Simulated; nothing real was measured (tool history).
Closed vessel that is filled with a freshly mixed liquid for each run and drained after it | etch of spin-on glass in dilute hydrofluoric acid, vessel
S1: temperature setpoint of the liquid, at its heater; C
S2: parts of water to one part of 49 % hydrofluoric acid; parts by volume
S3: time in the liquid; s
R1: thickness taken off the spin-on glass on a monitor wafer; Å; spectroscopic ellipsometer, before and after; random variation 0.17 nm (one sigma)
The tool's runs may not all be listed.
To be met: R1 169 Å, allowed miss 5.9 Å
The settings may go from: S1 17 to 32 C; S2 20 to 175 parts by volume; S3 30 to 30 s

{"run": 1, "hour": 0.0, "S1": 24, "S2": 95, "S3": 30, "R1": 86.81}
{"run": 2, "hour": 2.2, "S1": 25, "S2": 90, "S3": 30, "R1": 94.647}
{"run": 3, "hour": 9.7, "S1": 27.5, "S2": 90, "S3": 30, "R1": 103.43}
{"run": 4, "hour": 18.2, "S1": 25, "S2": 90, "S3": 30, "R1": 93.651}
{"run": 5, "hour": 20.4, "S1": 25, "S2": 90, "S3": 30, "R1": 96.895}
{"run": 6, "hour": 26.2, "S1": 26, "S2": 85, "S3": 30, "R1": 106.16}
{"run": 7, "hour": 34.6, "S1": 30, "S2": 55, "S3": 30, "R1": 201.17}
{"run": 8, "hour": 37.4, "S1": 29.5, "S2": 55, "S3": 30, "R1": 197.67}
{"run": 9, "hour": 41.4, "S1": 29, "S2": 55, "S3": 30, "R1": 192.54}
{"run": 10, "hour": 42.3, "S1": 28.5, "S2": 55, "S3": 30, "R1": 186.64}
{"run": 11, "hour": 44.0, "S1": 28, "S2": 55, "S3": 30, "R1": 183.82}
{"run": 12, "hour": 45.6, "S1": 27.5, "S2": 55, "S3": 30, "R1": 179.85}

Which of these 5 next moves meets every target?
{"run": "A", "hour": 47.2, "S1": 28, "S2": 55, "S3": 30, "R1": "?"}
{"run": "B", "hour": 47.2, "S1": 28, "S2": 60, "S3": 30, "R1": "?"}
{"run": "C", "hour": 47.2, "S1": 29.5, "S2": 55, "S3": 30, "R1": "?"}
{"run": "D", "hour": 47.2, "S1": 26.5, "S2": 50, "S3": 30, "R1": "?"}
{"run": "E", "hour": 47.2, "S1": 25.5, "S2": 50, "S3": 30, "R1": "?"}

move=A R1=183.75
move=B R1=167.12
move=C R1=194.89
move=D R1=191.89
move=E R1=184.3
A: further off than the last run
B: meets every target
C: further off than the last run
D: further off than the last run
E: further off than the last run
The right move is B.

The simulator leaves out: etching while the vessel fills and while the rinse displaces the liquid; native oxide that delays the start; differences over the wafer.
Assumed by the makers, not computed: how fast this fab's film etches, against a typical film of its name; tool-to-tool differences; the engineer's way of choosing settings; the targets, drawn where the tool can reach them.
